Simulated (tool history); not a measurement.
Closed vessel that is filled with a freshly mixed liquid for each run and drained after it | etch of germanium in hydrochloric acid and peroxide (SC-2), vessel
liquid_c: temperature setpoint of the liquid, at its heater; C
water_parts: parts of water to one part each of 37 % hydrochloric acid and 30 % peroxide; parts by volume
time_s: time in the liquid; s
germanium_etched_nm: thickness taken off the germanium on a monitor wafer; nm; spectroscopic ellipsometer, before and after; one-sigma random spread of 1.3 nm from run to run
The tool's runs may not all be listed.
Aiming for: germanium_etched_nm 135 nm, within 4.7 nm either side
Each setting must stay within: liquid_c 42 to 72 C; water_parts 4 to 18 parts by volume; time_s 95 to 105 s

run,day,liquid_c,water_parts,time_s,germanium_etched_nm
1,0,58,10,95,188.66
2,0.229,62,10,95,209.75
3,0.425,62,12,95,210.97
4,0.754,62,14,95,204.57
5,1.025,62,15.5,95,199.6
6,1.088,58.5,16,95,175.46
7,1.225,56.5,16,95,169.72
8,1.467,54.5,16,95,158.49
# day 1.579: thermometer replaced
9,1.579,53,16,95,160.94
10,1.921,51,16.5,95,150.01

Pick the move, out of 4, that brings all results within their allowed miss; only one does.
A,2.262,45,12.5,100,?
B,2.262,53.5,10.5,95,?
C,2.262,49.5,14,100,?
D,2.262,51.5,18,105,?

move,germanium_etched_nm
A,134.95
B,170.73
C,153.35
D,164.34
A: in spec on every target
B: moves away from the targets compared with the last run
C: moves away from the targets compared with the last run
D: moves away from the targets compared with the last run
Correct choice: A, which meets every target
